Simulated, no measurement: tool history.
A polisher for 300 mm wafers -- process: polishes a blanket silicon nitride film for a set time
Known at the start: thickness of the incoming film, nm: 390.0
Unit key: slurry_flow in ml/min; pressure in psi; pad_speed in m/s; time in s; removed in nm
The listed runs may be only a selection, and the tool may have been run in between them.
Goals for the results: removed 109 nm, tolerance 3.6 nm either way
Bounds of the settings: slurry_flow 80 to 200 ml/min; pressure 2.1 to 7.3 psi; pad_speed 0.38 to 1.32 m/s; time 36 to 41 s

run	hour	slurry_flow	pressure	pad_speed	time	removed
1	0	130	4.7	0.84	41	74.6
2	3	140	5.2	0.84	41	82.877
3	4	145	5.6	0.84	41	88.597
4	8.2	145	6	0.84	41	96.546
5	13.3	145	6.2	0.84	41	100.54
6	20.5	145	6.3	0.84	41	99.214
7	24.6	155	6.4	0.84	41	102.31
8	30.1	155	6.5	0.84	41	103.72

Of the 5 settings listed for the next run, only one would bring every result within its allowed miss of target. Which one?
A	35.6	165	7.3	1	37	?
B	35.6	155	7.3	0.8	40	?
C	35.6	110	6.6	1	41	?
D	35.6	175	7.3	0.82	41	?
E	35.6	160	6.2	1	41	?

move	removed
A	122.29
B	109.73
C	116.33
D	116.46
E	115.08
A: pushes the last run's worst result past its target
B: hits every target within its allowed miss
C: pushes the last run's worst result past its target
D: pushes the last run's worst result past its target
E: pushes the last run's worst result past its target
Go with B: it meets all targets.
